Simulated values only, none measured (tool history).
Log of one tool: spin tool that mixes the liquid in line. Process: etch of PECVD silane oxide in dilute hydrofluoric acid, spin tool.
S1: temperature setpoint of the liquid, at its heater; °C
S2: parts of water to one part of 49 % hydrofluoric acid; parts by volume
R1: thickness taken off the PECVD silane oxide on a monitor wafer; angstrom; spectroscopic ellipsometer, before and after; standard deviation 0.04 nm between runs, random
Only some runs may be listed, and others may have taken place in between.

{"run": 1, "hour": 0.0, "S1": 20, "S2": 160, "time under the liquid (s)": 45, "R1": 63.588}
{"run": 2, "hour": 5.1, "S1": 19.5, "S2": 165, "time under the liquid (s)": 45, "R1": 60.216}
{"run": 3, "hour": 8.4, "S1": 19, "S2": 170, "time under the liquid (s)": 45, "R1": 57.203}
{"run": 4, "hour": 15.8, "S1": 22, "S2": 170, "time under the liquid (s)": 45, "R1": 64.875}
{"run": 5, "hour": 18.7, "S1": 21, "S2": 175, "time under the liquid (s)": 45, "R1": 59.044}
{"run": 6, "hour": 23.4, "S1": 20, "S2": 175, "time under the liquid (s)": 45, "R1": 57.223}
{"run": 7, "hour": 27.6, "S1": 19.5, "S2": 175, "time under the liquid (s)": 45, "R1": 56.058}
{"run": 8, "hour": 29.0, "S1": 19, "S2": 175, "time under the liquid (s)": 45, "R1": 54.537}

Run 9 is up next; what results do you expect?
{"run": 9, "hour": 31.3, "S1": 18.5, "S2": 175, "time under the liquid (s)": 45, "R1": "?"}

R1: 54.777 angstrom
